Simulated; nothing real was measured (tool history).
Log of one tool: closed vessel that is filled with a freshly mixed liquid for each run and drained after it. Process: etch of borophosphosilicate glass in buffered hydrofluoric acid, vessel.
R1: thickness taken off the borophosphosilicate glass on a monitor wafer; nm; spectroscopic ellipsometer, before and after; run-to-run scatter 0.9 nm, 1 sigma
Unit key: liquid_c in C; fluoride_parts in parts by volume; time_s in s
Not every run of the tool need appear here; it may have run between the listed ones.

{"run": 1, "hour": 0.0, "liquid_c": 22, "fluoride_parts": 7, "time_s": 35, "R1": 158.88}
{"run": 2, "hour": 3.3, "liquid_c": 22, "fluoride_parts": 7, "time_s": 30, "R1": 136.28}
{"run": 3, "hour": 5.8, "liquid_c": 22, "fluoride_parts": 5.5, "time_s": 30, "R1": 168.98}
{"run": 4, "hour": 9.8, "liquid_c": 24, "fluoride_parts": 5.5, "time_s": 30, "R1": 187.24}
{"run": 5, "hour": 16.6, "liquid_c": 20.5, "fluoride_parts": 5.5, "time_s": 30, "R1": 155.97}
{"run": 6, "hour": 17.9, "liquid_c": 23, "fluoride_parts": 5.5, "time_s": 30, "R1": 179.83}

Forecast run 7:
{"run": 7, "hour": 24.2, "liquid_c": 24.5, "fluoride_parts": 5.5, "time_s": 30, "R1": "?"}

{"run 7": {"R1": 192.26}}
